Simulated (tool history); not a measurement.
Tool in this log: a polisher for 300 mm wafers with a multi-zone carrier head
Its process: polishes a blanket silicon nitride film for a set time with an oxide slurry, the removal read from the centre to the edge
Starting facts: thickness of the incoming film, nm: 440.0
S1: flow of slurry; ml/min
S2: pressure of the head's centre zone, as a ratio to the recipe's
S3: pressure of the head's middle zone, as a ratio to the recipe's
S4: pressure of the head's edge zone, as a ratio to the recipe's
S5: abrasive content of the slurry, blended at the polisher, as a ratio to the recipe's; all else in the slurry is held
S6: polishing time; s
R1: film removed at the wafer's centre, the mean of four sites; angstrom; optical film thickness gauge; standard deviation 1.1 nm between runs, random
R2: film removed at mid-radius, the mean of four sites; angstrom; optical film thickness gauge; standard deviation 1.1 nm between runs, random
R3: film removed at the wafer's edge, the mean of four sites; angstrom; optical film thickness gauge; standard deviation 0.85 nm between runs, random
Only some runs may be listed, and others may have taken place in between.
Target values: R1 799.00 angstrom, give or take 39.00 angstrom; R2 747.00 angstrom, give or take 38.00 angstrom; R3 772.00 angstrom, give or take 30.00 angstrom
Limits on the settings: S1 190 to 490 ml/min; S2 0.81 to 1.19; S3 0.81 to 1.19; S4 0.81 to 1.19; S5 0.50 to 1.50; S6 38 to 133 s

run 1 hour=0.0 | S1=315 S2=1.00 S3=1.00 S4=1.00 S5=1.00 S6=85 | R1=650.45 R2=650.63 R3=638.00
run 2 hour=1.8 | S1=315 S2=1.07 S3=1.00 S4=1.00 S5=1.00 S6=85 | R1=712.39 R2=654.02 R3=657.13
run 3 hour=9.0 | S1=315 S2=1.07 S3=1.01 S4=1.02 S5=1.00 S6=85 | R1=721.93 R2=661.23 R3=653.26
run 4 hour=12.3 | S1=315 S2=1.07 S3=1.01 S4=0.98 S5=1.00 S6=85 | R1=705.37 R2=649.10 R3=638.25
run 5 hour=17.1 | S1=315 S2=1.07 S3=1.01 S4=0.98 S5=1.00 S6=75 | R1=616.30 R2=595.08 R3=558.77
run 6 hour=18.1 | S1=315 S2=1.07 S3=1.01 S4=1.00 S5=1.05 S6=75 | R1=658.09 R2=589.82 R3=578.98
run 7 hour=23.0 | S1=315 S2=1.05 S3=1.02 S4=1.01 S5=1.10 S6=76 | R1=663.40 R2=621.48 R3=611.05
run 8 hour=29.2 | S1=315 S2=1.05 S3=1.03 S4=1.02 S5=1.15 S6=76 | R1=676.93 R2=653.96 R3=627.15
run 9 hour=34.0 | S1=310 S2=1.07 S3=0.96 S4=1.12 S5=1.40 S6=79 | R1=784.33 R2=687.97 R3=768.32
run 10 hour=41.0 | S1=310 S2=1.07 S3=0.97 S4=1.12 S5=1.40 S6=79 | R1=793.13 R2=698.33 R3=753.80

Consider the 4 candidate settings below. Which is the only one whose results all fall within their allowed miss of target?
run A hour=48.0 | S1=315 S2=1.01 S3=0.88 S4=1.19 S5=1.40 S6=84 | R1=? R2=? R3=?
run B hour=48.0 | S1=390 S2=1.03 S3=0.97 S4=1.08 S5=1.30 S6=86 | R1=? R2=? R3=?
run C hour=48.0 | S1=350 S2=1.03 S3=0.89 S4=1.19 S5=1.35 S6=79 | R1=? R2=? R3=?
run D hour=48.0 | S1=335 S2=1.07 S3=1.04 S4=1.04 S5=1.25 S6=80 | R1=? R2=? R3=?

move=A R1=791.77 R2=683.15 R3=820.73
move=B R1=815.17 R2=746.21 R3=782.63
move=C R1=754.57 R2=643.65 R3=764.62
move=D R1=764.87 R2=715.02 R3=695.11
A: lands further from the targets than the last run did
B: in spec on every target
C: lands further from the targets than the last run did
D: corrects the largest miss of the last run, while another result sits out of spec
B meets every target.

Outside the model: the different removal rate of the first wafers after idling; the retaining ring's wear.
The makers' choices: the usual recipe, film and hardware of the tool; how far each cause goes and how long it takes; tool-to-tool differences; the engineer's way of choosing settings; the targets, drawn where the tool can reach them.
